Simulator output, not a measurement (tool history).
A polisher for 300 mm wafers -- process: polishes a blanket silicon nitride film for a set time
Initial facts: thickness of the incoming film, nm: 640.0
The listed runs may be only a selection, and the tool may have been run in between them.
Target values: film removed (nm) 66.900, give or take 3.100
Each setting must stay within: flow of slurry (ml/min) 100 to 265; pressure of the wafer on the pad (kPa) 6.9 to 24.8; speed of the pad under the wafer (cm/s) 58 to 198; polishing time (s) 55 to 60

| run | hour | flow of slurry (ml/min) | pressure of the wafer on the pad (kPa) | speed of the pad under the wafer (cm/s) | polishing time (s) | film removed (nm) |
|---|---|---|---|---|---|---|
| 1 | 0.0 | 170 | 15.9 | 128 | 60 | 88.254 |
| 2 | 3.8 | 170 | 15.2 | 128 | 60 | 86.906 |
| 3 | 11.3 | 170 | 15.2 | 158 | 60 | 99.838 |
| 4 | 17.7 | 170 | 13.8 | 156 | 60 | 90.132 |
| 5 | 20.0 | 170 | 13.8 | 156 | 55 | 81.703 |
| 6 | 26.6 | 170 | 13.1 | 156 | 55 | 78.544 |
| 7 | 33.3 | 170 | 13.1 | 156 | 55 | 80.565 |
| 8 | 40.2 | 170 | 12.4 | 156 | 55 | 75.134 |
|  | 42.8 | worn pad replaced by a new one |
| 9 | 42.8 | 165 | 10.3 | 154 | 55 | 71.338 |

Pick the move, out of 5, that brings all results within their allowed miss; only one does.
| A | 45.4 | 165 | 11.0 | 130 | 60 | ? |
| B | 45.4 | 150 | 11.0 | 158 | 58 | ? |
| C | 45.4 | 175 | 9.7 | 140 | 60 | ? |
| D | 45.4 | 205 | 11.7 | 124 | 60 | ? |
| E | 45.4 | 185 | 9.7 | 176 | 56 | ? |

| move | film removed (nm) |
|---|---|
| A | 71.888 |
| B | 80.152 |
| C | 67.677 |
| D | 75.397 |
| E | 76.396 |
A: its largest miss is bigger than the last run's
B: its largest miss is bigger than the last run's
C: all results in spec
D: its largest miss is bigger than the last run's
E: its largest miss is bigger than the last run's
Answer: C
